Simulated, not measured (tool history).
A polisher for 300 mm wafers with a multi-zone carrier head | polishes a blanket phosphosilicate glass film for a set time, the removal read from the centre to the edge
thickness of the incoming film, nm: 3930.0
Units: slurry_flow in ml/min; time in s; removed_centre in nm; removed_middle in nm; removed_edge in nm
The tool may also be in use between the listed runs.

run 1 hour=0 | slurry_flow=240 centre_zone=1 middle_zone=1 edge_zone=1 slurry_solids=1 time=37 | removed_centre=285.53 removed_middle=272.25 removed_edge=278.72
run 2 hour=8.9 | slurry_flow=240 centre_zone=1 middle_zone=1 edge_zone=1 slurry_solids=1 time=45 | removed_centre=348.15 removed_middle=337.91 removed_edge=345.83
run 3 hour=14.1 | slurry_flow=235 centre_zone=0.98 middle_zone=1.01 edge_zone=0.98 slurry_solids=0.9 time=43 | removed_centre=306.2 removed_middle=303.29 removed_edge=301.26
run 4 hour=15.5 | slurry_flow=225 centre_zone=0.95 middle_zone=1.01 edge_zone=0.96 slurry_solids=0.85 time=42 | removed_centre=285.74 removed_middle=278.78 removed_edge=274.6
run 5 hour=22.2 | slurry_flow=280 centre_zone=0.95 middle_zone=1.01 edge_zone=0.96 slurry_solids=0.85 time=42 | removed_centre=286.88 removed_middle=287.03 removed_edge=289.44
run 6 hour=30 | slurry_flow=280 centre_zone=0.87 middle_zone=1.01 edge_zone=0.96 slurry_solids=0.85 time=42 | removed_centre=266.28 removed_middle=286.55 removed_edge=284.35
run 7 hour=36.9 | slurry_flow=280 centre_zone=0.86 middle_zone=1.02 edge_zone=0.95 slurry_solids=0.8 time=41 | removed_centre=251.79 removed_middle=274.98 removed_edge=268.71
run 8 hour=44.3 | slurry_flow=230 centre_zone=0.81 middle_zone=1.03 edge_zone=0.85 slurry_solids=0.55 time=33 | removed_centre=126.56 removed_middle=148.09 removed_edge=138.34
run 9 hour=51.4 | slurry_flow=250 centre_zone=0.82 middle_zone=1.04 edge_zone=0.87 slurry_solids=0.55 time=33 | removed_centre=128.78 removed_middle=153.24 removed_edge=143.72
run 10 hour=57.5 | slurry_flow=265 centre_zone=0.85 middle_zone=1.06 edge_zone=0.89 slurry_solids=0.55 time=33 | removed_centre=135.22 removed_middle=152.55 removed_edge=144.54
run 11 hour=60.1 | slurry_flow=265 centre_zone=0.86 middle_zone=1.08 edge_zone=0.91 slurry_solids=0.6 time=33 | removed_centre=155.43 removed_middle=173.32 removed_edge=160.17
run 12 hour=61.2 | slurry_flow=275 centre_zone=0.85 middle_zone=1.09 edge_zone=0.92 slurry_solids=0.6 time=33 | removed_centre=149.34 removed_middle=179.51 removed_edge=161.47

Forecast run 13:
run 13 hour=65.5 | slurry_flow=310 centre_zone=0.95 middle_zone=1.12 edge_zone=1.02 slurry_solids=0.75 time=33 | removed_centre=? removed_middle=? removed_edge=?

Run 13 gave removed_centre 209.85 nm, removed_middle 227.92 nm, removed_edge 208.84 nm.

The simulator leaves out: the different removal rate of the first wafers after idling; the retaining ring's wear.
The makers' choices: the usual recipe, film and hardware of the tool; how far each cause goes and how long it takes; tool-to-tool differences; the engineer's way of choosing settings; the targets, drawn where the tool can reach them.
